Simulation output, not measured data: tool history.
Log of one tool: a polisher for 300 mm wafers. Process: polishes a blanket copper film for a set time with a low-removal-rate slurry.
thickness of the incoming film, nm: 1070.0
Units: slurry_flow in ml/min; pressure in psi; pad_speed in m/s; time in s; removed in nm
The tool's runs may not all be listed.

run 1 hour=0 | slurry_flow=230 pressure=3.2 pad_speed=1.36 slurry_solids=1 time=55 | removed=201.64
run 2 hour=4.9 | slurry_flow=230 pressure=2.8 pad_speed=1.34 slurry_solids=1 time=55 | removed=179.96
run 3 hour=11.6 | slurry_flow=230 pressure=2.5 pad_speed=1.3 slurry_solids=1 time=55 | removed=159.9
run 4 hour=15 | slurry_flow=275 pressure=2.5 pad_speed=1.3 slurry_solids=1 time=55 | removed=157.26
run 5 hour=20.7 | slurry_flow=275 pressure=2.3 pad_speed=1.28 slurry_solids=1 time=55 | removed=148.56
run 6 hour=26.2 | slurry_flow=275 pressure=2.1 pad_speed=1.26 slurry_solids=1 time=55 | removed=131.7
run 7 hour=32.3 | slurry_flow=275 pressure=2 pad_speed=1.26 slurry_solids=1 time=55 | removed=127.73

Forecast run 8:
run 8 hour=35.8 | slurry_flow=275 pressure=1.9 pad_speed=1.26 slurry_solids=1 time=55 | removed=?

{"run 8": {"removed": 121.73}}

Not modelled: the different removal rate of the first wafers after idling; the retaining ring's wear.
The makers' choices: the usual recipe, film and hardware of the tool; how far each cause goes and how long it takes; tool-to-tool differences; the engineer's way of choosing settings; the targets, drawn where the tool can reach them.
